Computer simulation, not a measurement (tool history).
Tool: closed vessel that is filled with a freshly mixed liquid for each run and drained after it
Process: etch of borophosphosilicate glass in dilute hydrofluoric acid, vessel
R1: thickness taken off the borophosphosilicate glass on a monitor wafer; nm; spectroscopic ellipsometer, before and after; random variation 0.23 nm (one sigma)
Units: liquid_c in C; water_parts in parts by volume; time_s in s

{"run": 1, "day": 0.0, "liquid_c": 23.0, "water_parts": 135, "time_s": 100, "R1": 41.126}
{"run": 2, "day": 0.154, "liquid_c": 26.0, "water_parts": 135, "time_s": 100, "R1": 45.526}
{"run": 3, "day": 0.354, "liquid_c": 26.0, "water_parts": 135, "time_s": 110, "R1": 50.139}
{"run": 4, "day": 0.512, "liquid_c": 26.0, "water_parts": 115, "time_s": 110, "R1": 60.406}
{"run": 5, "day": 0.675, "liquid_c": 24.0, "water_parts": 130, "time_s": 110, "R1": 48.563}
{"run": 6, "day": 0.746, "liquid_c": 24.0, "water_parts": 130, "time_s": 100, "R1": 44.209}
{"run": 7, "day": 1.121, "liquid_c": 22.5, "water_parts": 140, "time_s": 100, "R1": 38.246}

Forecast run 8:
{"day": 1.25, "done": "hydrofluoric acid flow meter replaced"}
{"run": 8, "day": 1.25, "liquid_c": 21.5, "water_parts": 145, "time_s": 100, "R1": "?"}

{"run 8": {"R1": 32.471}}

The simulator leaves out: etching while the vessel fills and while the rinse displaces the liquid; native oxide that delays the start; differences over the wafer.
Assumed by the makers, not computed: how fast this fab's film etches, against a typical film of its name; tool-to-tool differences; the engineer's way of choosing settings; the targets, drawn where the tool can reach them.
